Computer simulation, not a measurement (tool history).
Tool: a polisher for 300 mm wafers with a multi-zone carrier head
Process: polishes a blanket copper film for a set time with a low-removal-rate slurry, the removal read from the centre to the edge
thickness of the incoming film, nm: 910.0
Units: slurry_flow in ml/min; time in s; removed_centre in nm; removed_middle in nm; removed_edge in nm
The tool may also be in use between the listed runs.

run 1 hour=0 | slurry_flow=280 centre_zone=1 middle_zone=1 edge_zone=1 slurry_solids=1 time=36 | removed_centre=92.891 removed_middle=90.772 removed_edge=96.3
run 2 hour=6.2 | slurry_flow=295 centre_zone=1 middle_zone=1.05 edge_zone=1.01 slurry_solids=1.15 time=37 | removed_centre=100.35 removed_middle=101.38 removed_edge=99.879
run 3 hour=10.3 | slurry_flow=295 centre_zone=0.98 middle_zone=1.08 edge_zone=1.04 slurry_solids=1.25 time=38 | removed_centre=102.75 removed_middle=108.92 removed_edge=106.99
run 4 hour=15.4 | slurry_flow=305 centre_zone=0.98 middle_zone=1.11 edge_zone=1.06 slurry_solids=1.3 time=38 | removed_centre=102.15 removed_middle=113.04 removed_edge=107.45
run 5 hour=19 | slurry_flow=305 centre_zone=0.98 middle_zone=1.11 edge_zone=1.02 slurry_solids=1.3 time=38 | removed_centre=103.58 removed_middle=113.77 removed_edge=106.55
-- hour=21.3 centre zone pressure recalibrated
run 6 hour=21.3 | slurry_flow=310 centre_zone=0.98 middle_zone=1.13 edge_zone=1.04 slurry_solids=1.35 time=39 | removed_centre=102.23 removed_middle=119.16 removed_edge=111.97
run 7 hour=28.1 | slurry_flow=310 centre_zone=1.01 middle_zone=1.14 edge_zone=1.04 slurry_solids=1.4 time=39 | removed_centre=107.75 removed_middle=120.99 removed_edge=114.49
run 8 hour=29 | slurry_flow=320 centre_zone=1.02 middle_zone=1.15 edge_zone=1.03 slurry_solids=1.45 time=39 | removed_centre=109.45 removed_middle=123.51 removed_edge=113.88
run 9 hour=31.1 | slurry_flow=325 centre_zone=1.03 middle_zone=1.16 edge_zone=1.03 slurry_solids=1.45 time=39 | removed_centre=111.44 removed_middle=124.19 removed_edge=116.17

Forecast run 10:
run 10 hour=36.7 | slurry_flow=330 centre_zone=1.03 middle_zone=1.17 edge_zone=1.02 slurry_solids=1.45 time=39 | removed_centre=? removed_middle=? removed_edge=?

{"run 10": {"removed_centre": 110.55, "removed_middle": 125.34, "removed_edge": 111.96}}
